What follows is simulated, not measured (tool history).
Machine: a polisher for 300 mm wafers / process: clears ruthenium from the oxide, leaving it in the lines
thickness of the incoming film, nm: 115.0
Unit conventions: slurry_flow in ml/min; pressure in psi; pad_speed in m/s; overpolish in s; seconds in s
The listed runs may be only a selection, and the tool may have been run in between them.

run 1 hour=0.0 | slurry_flow=210 pressure=1.8 pad_speed=0.96 overpolish=26 | seconds=117.27
run 2 hour=3.4 | slurry_flow=205 pressure=1.5 pad_speed=0.94 overpolish=26 | seconds=135.69
run 3 hour=10.6 | slurry_flow=205 pressure=1.5 pad_speed=0.94 overpolish=26 | seconds=133.40
run 4 hour=15.7 | slurry_flow=205 pressure=1.5 pad_speed=0.94 overpolish=27 | seconds=135.34
run 5 hour=24.4 | slurry_flow=205 pressure=1.3 pad_speed=0.88 overpolish=27 | seconds=153.78
run 6 hour=30.6 | slurry_flow=205 pressure=1.3 pad_speed=1.10 overpolish=27 | seconds=127.82
run 7 hour=33.5 | slurry_flow=200 pressure=1.2 pad_speed=1.00 overpolish=27 | seconds=144.86
run 8 hour=39.5 | slurry_flow=200 pressure=1.1 pad_speed=0.92 overpolish=27 | seconds=159.95
run 9 hour=45.4 | slurry_flow=200 pressure=1.0 pad_speed=0.84 overpolish=27 | seconds=181.33
run 10 hour=48.1 | slurry_flow=200 pressure=0.9 pad_speed=0.80 overpolish=27 | seconds=199.27
run 11 hour=53.1 | slurry_flow=200 pressure=0.9 pad_speed=0.78 overpolish=27 | seconds=204.50

What will run 12 give?
run 12 hour=60.6 | slurry_flow=200 pressure=0.9 pad_speed=0.76 overpolish=27 | seconds=?

Logged for run 12: seconds 208.38 s.
